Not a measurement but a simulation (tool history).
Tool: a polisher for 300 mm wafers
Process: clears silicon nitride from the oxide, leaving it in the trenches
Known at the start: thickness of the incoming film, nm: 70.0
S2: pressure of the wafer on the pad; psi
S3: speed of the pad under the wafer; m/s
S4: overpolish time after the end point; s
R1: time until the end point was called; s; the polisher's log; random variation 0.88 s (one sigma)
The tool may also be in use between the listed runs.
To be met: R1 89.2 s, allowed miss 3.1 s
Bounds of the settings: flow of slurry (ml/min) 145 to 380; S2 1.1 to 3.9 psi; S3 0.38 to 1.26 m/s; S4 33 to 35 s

run 1 day=0 | flow_of_slurry_(ml/min)=245 S2=2.5 S3=0.82 S4=33 | R1=109.76
run 2 day=0.104 | flow_of_slurry_(ml/min)=245 S2=2.7 S3=0.82 S4=33 | R1=101.58
run 3 day=0.362 | flow_of_slurry_(ml/min)=245 S2=2.8 S3=0.82 S4=33 | R1=100.34
run 4 day=0.429 | flow_of_slurry_(ml/min)=245 S2=2.8 S3=0.66 S4=33 | R1=115.64
run 5 day=0.725 | flow_of_slurry_(ml/min)=245 S2=3 S3=0.66 S4=33 | R1=106.62
run 6 day=0.979 | flow_of_slurry_(ml/min)=245 S2=3.1 S3=0.66 S4=33 | R1=105.43
run 7 day=1.358 | flow_of_slurry_(ml/min)=245 S2=3.2 S3=0.66 S4=33 | R1=99.79
run 8 day=1.412 | flow_of_slurry_(ml/min)=245 S2=3.3 S3=0.66 S4=33 | R1=97.615
run 9 day=1.688 | flow_of_slurry_(ml/min)=245 S2=3.4 S3=0.66 S4=33 | R1=95.043
run 10 day=2.017 | flow_of_slurry_(ml/min)=245 S2=3.5 S3=0.66 S4=33 | R1=93.314

4 next moves are on the table. One of them brings every result within its allowed miss. Which?
run A day=2.346 | flow_of_slurry_(ml/min)=285 S2=3.4 S3=0.78 S4=33 | R1=?
run B day=2.346 | flow_of_slurry_(ml/min)=240 S2=3.3 S3=0.78 S4=35 | R1=?
run C day=2.346 | flow_of_slurry_(ml/min)=310 S2=3.6 S3=0.74 S4=35 | R1=?
run D day=2.346 | flow_of_slurry_(ml/min)=255 S2=3.9 S3=0.68 S4=33 | R1=?

move=A R1=85.354
move=B R1=89.274
move=C R1=83.341
move=D R1=83.431
A: takes the result that was furthest off past its target
B: meets every target
C: takes the result that was furthest off past its target
D: takes the result that was furthest off past its target
Answer: B

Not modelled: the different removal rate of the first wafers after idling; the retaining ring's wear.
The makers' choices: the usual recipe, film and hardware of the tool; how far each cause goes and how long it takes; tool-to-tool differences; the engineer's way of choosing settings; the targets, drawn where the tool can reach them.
